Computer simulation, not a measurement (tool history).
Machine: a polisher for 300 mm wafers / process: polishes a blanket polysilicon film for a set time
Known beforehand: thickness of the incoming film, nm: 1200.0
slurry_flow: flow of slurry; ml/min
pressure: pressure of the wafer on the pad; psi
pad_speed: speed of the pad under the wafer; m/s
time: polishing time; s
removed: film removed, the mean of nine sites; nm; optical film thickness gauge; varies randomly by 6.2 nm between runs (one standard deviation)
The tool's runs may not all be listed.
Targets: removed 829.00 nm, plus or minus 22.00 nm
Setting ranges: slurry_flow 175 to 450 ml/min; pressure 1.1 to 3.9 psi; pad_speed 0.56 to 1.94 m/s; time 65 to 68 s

run,hour,slurry_flow,pressure,pad_speed,time,removed
1,0.0,290,2.5,1.24,65,613.49
2,5.3,290,2.5,1.24,65,616.02
3,8.8,290,2.6,1.24,65,643.72
4,17.1,290,2.3,1.24,65,565.45
5,21.0,290,2.4,1.24,65,585.88
6,22.9,290,2.4,1.44,65,681.44
7,23.5,290,2.5,1.44,65,708.23
8,27.0,290,2.6,1.44,65,738.57
9,28.2,290,2.6,1.44,65,746.63
10,31.0,295,2.7,1.44,65,764.13
11,32.4,295,2.8,1.44,65,792.11
# hour 37.7: worn pad replaced by a new one
12,37.7,295,2.9,1.44,65,871.12

Exactly one of the 4 candidate moves below puts every result within its allowed miss. Which one?
A,43.0,300,2.6,1.42,65,?
B,43.0,285,2.5,1.48,65,?
C,43.0,380,2.4,1.50,65,?
D,43.0,230,3.2,1.26,65,?

move,removed
A,779.19
B,776.95
C,775.98
D,823.88
A: takes the biggest miss from the last run beyond its target
B: takes the biggest miss from the last run beyond its target
C: takes the biggest miss from the last run beyond its target
D: meets every target
The move that meets every target is D.
